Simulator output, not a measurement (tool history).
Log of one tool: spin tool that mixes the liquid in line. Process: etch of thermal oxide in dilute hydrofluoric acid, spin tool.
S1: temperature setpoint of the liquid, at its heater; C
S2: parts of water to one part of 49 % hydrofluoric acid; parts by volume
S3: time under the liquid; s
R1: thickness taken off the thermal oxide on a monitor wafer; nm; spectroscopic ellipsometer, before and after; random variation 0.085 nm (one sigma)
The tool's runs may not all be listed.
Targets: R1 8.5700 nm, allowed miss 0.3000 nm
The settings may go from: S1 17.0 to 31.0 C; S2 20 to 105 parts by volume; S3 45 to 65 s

run 1 hour=0.0 | S1=23.0 S2=55 S3=65 | R1=5.3319
run 2 hour=7.7 | S1=20.5 S2=55 S3=65 | R1=4.8485
run 3 hour=15.4 | S1=23.0 S2=55 S3=65 | R1=5.2863
run 4 hour=18.6 | S1=23.0 S2=55 S3=45 | R1=3.7306
run 5 hour=20.2 | S1=23.0 S2=50 S3=45 | R1=4.1042
run 6 hour=27.1 | S1=24.0 S2=45 S3=50 | R1=5.3836
run 7 hour=34.8 | S1=24.5 S2=45 S3=50 | R1=5.3776
run 8 hour=36.9 | S1=28.5 S2=30 S3=50 | R1=9.6399
run 9 hour=39.5 | S1=28.5 S2=30 S3=50 | R1=9.9008
run 10 hour=48.1 | S1=28.0 S2=30 S3=50 | R1=9.5178
run 11 hour=54.5 | S1=27.0 S2=30 S3=50 | R1=9.1331
run 12 hour=59.1 | S1=26.5 S2=30 S3=50 | R1=8.9947

5 next moves are on the table. One of them brings every result within its allowed miss. Which?
run A hour=63.7 | S1=26.5 S2=40 S3=65 | R1=?
run B hour=63.7 | S1=30.5 S2=30 S3=45 | R1=?
run C hour=63.7 | S1=25.5 S2=30 S3=55 | R1=?
run D hour=63.7 | S1=27.5 S2=35 S3=60 | R1=?
run E hour=63.7 | S1=27.0 S2=35 S3=60 | R1=?

move=A R1=8.6885
move=B R1=9.5658
move=C R1=9.5423
move=D R1=9.6154
move=E R1=9.4220
A: meets every target
B: further off than the last run
C: further off than the last run
D: further off than the last run
E: further off than the last run
Answer: A
